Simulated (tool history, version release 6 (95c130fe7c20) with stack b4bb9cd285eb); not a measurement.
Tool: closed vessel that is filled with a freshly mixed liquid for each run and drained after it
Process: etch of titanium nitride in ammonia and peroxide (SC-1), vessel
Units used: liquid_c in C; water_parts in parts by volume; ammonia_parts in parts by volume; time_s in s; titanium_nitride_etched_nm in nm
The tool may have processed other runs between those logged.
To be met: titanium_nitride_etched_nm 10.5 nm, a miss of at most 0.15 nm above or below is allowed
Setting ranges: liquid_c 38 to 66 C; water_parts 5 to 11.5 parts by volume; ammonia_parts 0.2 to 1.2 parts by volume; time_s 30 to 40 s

run,hour,liquid_c,water_parts,ammonia_parts,time_s,titanium_nitride_etched_nm
1,0,50,6.5,0.75,40,6.0641
2,4.5,52.5,6.5,0.75,40,7.1804
3,13.1,54.5,6.5,0.75,40,8.2887
4,20.9,55.5,6.5,0.75,40,8.8821
5,27.8,55.5,6.5,0.9,40,9.0736
6,34.2,62.5,6.5,0.9,40,14.37
7,37.2,61,6.5,0.9,40,13.131
8,44.9,60,6.5,0.9,40,12.274
9,49.1,59,6.5,0.9,40,11.448
10,55,58.5,6.5,0.9,40,11.067
11,56.4,58,6.5,0.9,40,10.728

Consider the 4 candidate settings below. Which is the only one whose results all fall within their allowed miss of target?
A,57.8,58.5,7,0.75,40,?
B,57.8,56.5,5,0.95,40,?
C,57.8,58.5,5,0.9,35,?
D,57.8,58.5,7,1.1,40,?

move,titanium_nitride_etched_nm
A,10.373
B,10.931
C,10.856
D,10.939
A: all results in spec
B: misses by more than the last run did
C: misses by more than the last run did
D: misses by more than the last run did
So the answer is move A, the one that meets all the targets.
